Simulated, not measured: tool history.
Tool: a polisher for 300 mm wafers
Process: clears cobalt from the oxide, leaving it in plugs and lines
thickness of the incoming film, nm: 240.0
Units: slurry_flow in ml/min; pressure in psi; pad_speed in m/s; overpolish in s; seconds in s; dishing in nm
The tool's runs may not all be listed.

Run 1, hour 0.0: slurry_flow 155 ml/min, pressure 2.1 psi, pad_speed 1.18 m/s, overpolish 12 s. Result: seconds 33.272 s, dishing 51.848 nm.
Run 2, hour 7.6: slurry_flow 155 ml/min, pressure 2.0 psi, pad_speed 1.14 m/s, overpolish 12 s. Result: seconds 34.825 s, dishing 49.667 nm.
Run 3, hour 9.9: slurry_flow 155 ml/min, pressure 2.0 psi, pad_speed 1.30 m/s, overpolish 12 s. Result: seconds 31.004 s, dishing 53.872 nm.
Run 4, hour 14.5: slurry_flow 120 ml/min, pressure 2.0 psi, pad_speed 1.30 m/s, overpolish 12 s. Result: seconds 32.049 s, dishing 54.446 nm.
Run 5, hour 18.8: slurry_flow 120 ml/min, pressure 2.4 psi, pad_speed 1.30 m/s, overpolish 12 s. Result: seconds 27.841 s, dishing 58.527 nm.
Run 6, hour 22.7: slurry_flow 120 ml/min, pressure 2.3 psi, pad_speed 1.22 m/s, overpolish 12 s. Result: seconds 31.067 s, dishing 53.638 nm.
Run 7, hour 27.0: slurry_flow 120 ml/min, pressure 2.2 psi, pad_speed 1.16 m/s, overpolish 12 s. Result: seconds 33.076 s, dishing 51.526 nm.
Run 8, hour 34.1: slurry_flow 120 ml/min, pressure 2.1 psi, pad_speed 1.10 m/s, overpolish 12 s. Result: seconds 36.518 s, dishing 51.035 nm.

Forecast run 9:
Run 9, hour 39.1: slurry_flow 110 ml/min, pressure 1.5 psi, pad_speed 0.76 m/s, overpolish 6 s. Result: seconds ?, dishing ?.

Run 9 gave seconds 66.963 s, dishing 18.422 nm.
